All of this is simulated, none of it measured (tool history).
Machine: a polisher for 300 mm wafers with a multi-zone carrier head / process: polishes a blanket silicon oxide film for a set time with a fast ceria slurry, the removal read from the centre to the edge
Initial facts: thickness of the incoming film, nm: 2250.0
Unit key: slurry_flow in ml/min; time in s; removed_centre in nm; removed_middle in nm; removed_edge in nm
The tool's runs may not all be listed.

Run 1, hour 0.0: slurry_flow 175 ml/min, centre_zone 1.00, middle_zone 1.00, edge_zone 1.00, time 85 s. Result: removed_centre 554.54 nm, removed_middle 551.54 nm, removed_edge 541.14 nm.
Run 2, hour 0.7: slurry_flow 175 ml/min, centre_zone 1.00, middle_zone 1.00, edge_zone 1.00, time 104 s. Result: removed_centre 670.42 nm, removed_middle 672.79 nm, removed_edge 665.82 nm.
Run 3, hour 1.6: slurry_flow 165 ml/min, centre_zone 0.97, middle_zone 0.97, edge_zone 0.97, time 93 s. Result: removed_centre 580.38 nm, removed_middle 565.54 nm, removed_edge 580.41 nm.
Run 4, hour 9.1: slurry_flow 165 ml/min, centre_zone 0.97, middle_zone 0.97, edge_zone 1.01, time 93 s. Result: removed_centre 572.38 nm, removed_middle 583.55 nm, removed_edge 594.68 nm.
Run 5, hour 16.3: slurry_flow 165 ml/min, centre_zone 1.02, middle_zone 0.97, edge_zone 1.01, time 93 s. Result: removed_centre 607.17 nm, removed_middle 575.56 nm, removed_edge 592.42 nm.
Run 6, hour 18.4: slurry_flow 160 ml/min, centre_zone 0.98, middle_zone 0.96, edge_zone 0.98, time 84 s. Result: removed_centre 514.28 nm, removed_middle 521.26 nm, removed_edge 525.42 nm.
Run 7, hour 25.8: slurry_flow 160 ml/min, centre_zone 0.97, middle_zone 0.93, edge_zone 0.95, time 78 s. Result: removed_centre 478.31 nm, removed_middle 473.76 nm, removed_edge 482.24 nm.
Run 8, hour 33.8: slurry_flow 155 ml/min, centre_zone 0.96, middle_zone 0.91, edge_zone 0.93, time 73 s. Result: removed_centre 429.32 nm, removed_middle 425.61 nm, removed_edge 443.11 nm.

Run 9 is up next; what results do you expect?
Run 9, hour 35.5: slurry_flow 150 ml/min, centre_zone 0.95, middle_zone 0.90, edge_zone 0.91, time 71 s. Result: removed_centre ?, removed_middle ?, removed_edge ?.

For run 9 the tool returned removed_centre 410.66 nm, removed_middle 421.11 nm, removed_edge 423.61 nm.

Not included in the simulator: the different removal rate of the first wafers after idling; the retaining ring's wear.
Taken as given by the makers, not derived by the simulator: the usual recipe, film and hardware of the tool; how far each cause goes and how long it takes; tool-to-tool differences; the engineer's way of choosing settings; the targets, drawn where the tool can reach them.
